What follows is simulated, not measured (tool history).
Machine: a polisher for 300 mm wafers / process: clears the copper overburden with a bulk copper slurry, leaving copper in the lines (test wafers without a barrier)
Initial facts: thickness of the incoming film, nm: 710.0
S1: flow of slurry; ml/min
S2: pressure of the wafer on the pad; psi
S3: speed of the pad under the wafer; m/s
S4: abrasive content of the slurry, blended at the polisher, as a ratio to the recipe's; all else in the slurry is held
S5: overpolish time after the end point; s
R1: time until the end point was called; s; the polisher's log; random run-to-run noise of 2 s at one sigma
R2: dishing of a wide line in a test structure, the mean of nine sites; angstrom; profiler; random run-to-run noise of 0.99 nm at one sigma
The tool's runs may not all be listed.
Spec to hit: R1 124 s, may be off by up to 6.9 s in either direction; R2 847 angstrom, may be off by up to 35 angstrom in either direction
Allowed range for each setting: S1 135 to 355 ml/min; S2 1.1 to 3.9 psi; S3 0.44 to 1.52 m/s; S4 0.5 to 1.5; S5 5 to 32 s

| run | day | S1 | S2 | S3 | S4 | S5 | R1 | R2 |
|---|---|---|---|---|---|---|---|---|
| 1 | 0 | 225 | 2.5 | 0.98 | 1 | 16 | 96.784 | 700.6 |
| 2 | 0.267 | 225 | 2.5 | 0.98 | 0.85 | 16 | 102.65 | 666.8 |
| 3 | 0.546 | 225 | 2.4 | 0.96 | 0.85 | 18 | 105.97 | 675.52 |
| 4 | 0.833 | 230 | 2.3 | 0.94 | 0.9 | 20 | 113.07 | 720.55 |
| 5 | 0.862 | 185 | 2.3 | 0.94 | 0.9 | 20 | 116.25 | 705.48 |
| 6 | 1.012 | 185 | 2.3 | 0.94 | 0.95 | 21 | 110.77 | 734.3 |
| 7 | 1.146 | 165 | 2.2 | 0.92 | 0.75 | 27 | 129.27 | 763.89 |
| 8 | 1.246 | 170 | 2.2 | 0.92 | 0.8 | 28 | 124.66 | 795.57 |
| 9 | 1.425 | 170 | 2.2 | 0.92 | 0.8 | 28 | 126.98 | 800.68 |

Exactly one of the 5 candidate moves below puts every result within its allowed miss. Which one?
| A | 1.604 | 175 | 2.1 | 0.9 | 0.7 | 30 | ? | ? |
| B | 1.604 | 140 | 1.8 | 1.02 | 1.15 | 32 | ? | ? |
| C | 1.604 | 185 | 2 | 0.94 | 0.75 | 25 | ? | ? |
| D | 1.604 | 220 | 2.8 | 0.72 | 0.75 | 22 | ? | ? |
| E | 1.604 | 180 | 2.4 | 0.86 | 0.75 | 25 | ? | ? |

| move | R1 | R2 |
|---|---|---|
| A | 132.06 | 804.53 |
| B | 120.74 | 847.28 |
| C | 128.17 | 739.6 |
| D | 124.58 | 720.1 |
| E | 121.89 | 773.81 |
A: an improvement on the last run, though not all results are within tolerance
B: in spec on every target
C: its largest miss is bigger than the last run's
D: its largest miss is bigger than the last run's
E: its largest miss is bigger than the last run's
B meets every target.
